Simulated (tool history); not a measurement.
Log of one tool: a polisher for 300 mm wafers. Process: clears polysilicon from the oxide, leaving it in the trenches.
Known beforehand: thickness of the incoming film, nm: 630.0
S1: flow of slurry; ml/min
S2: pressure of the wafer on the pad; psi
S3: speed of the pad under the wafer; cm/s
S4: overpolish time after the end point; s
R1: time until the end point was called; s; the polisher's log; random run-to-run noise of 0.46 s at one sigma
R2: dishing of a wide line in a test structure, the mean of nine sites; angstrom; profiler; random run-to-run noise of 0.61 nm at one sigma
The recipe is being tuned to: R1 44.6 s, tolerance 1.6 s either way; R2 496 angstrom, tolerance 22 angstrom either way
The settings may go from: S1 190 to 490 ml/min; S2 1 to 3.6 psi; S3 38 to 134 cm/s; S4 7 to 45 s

run,day,S1,S2,S3,S4,R1,R2
1,0,315,2.3,86,23,52.749,523.31
2,0.096,315,2.4,86,19,51.142,523.29
3,0.275,315,2.4,66,19,63.978,516.95
4,0.496,315,2.6,68,16,58.815,502.32
5,0.771,315,2.8,68,16,54.679,521.47
6,1.042,320,2.9,72,14,49.652,508.14
7,1.167,325,3,72,12,47.544,493.63
8,1.517,330,3.1,72,12,46.271,496.95

Pick the move, out of 4, that brings all results within their allowed miss; only one does.
A,1.867,330,3.3,70,12,?,?
B,1.867,270,3.4,62,14,?,?
C,1.867,290,3.2,72,26,?,?
D,1.867,410,3.4,62,14,?,?

move,R1,R2
A,44.916,506.15
B,49.47,511.25
C,45.724,538.31
D,47.655,514.27
A: all results in spec
B: misses by more than the last run did
C: meets the target for the result that was furthest off, but another lies outside its allowed miss
D: misses by more than the last run did
The right move is A.

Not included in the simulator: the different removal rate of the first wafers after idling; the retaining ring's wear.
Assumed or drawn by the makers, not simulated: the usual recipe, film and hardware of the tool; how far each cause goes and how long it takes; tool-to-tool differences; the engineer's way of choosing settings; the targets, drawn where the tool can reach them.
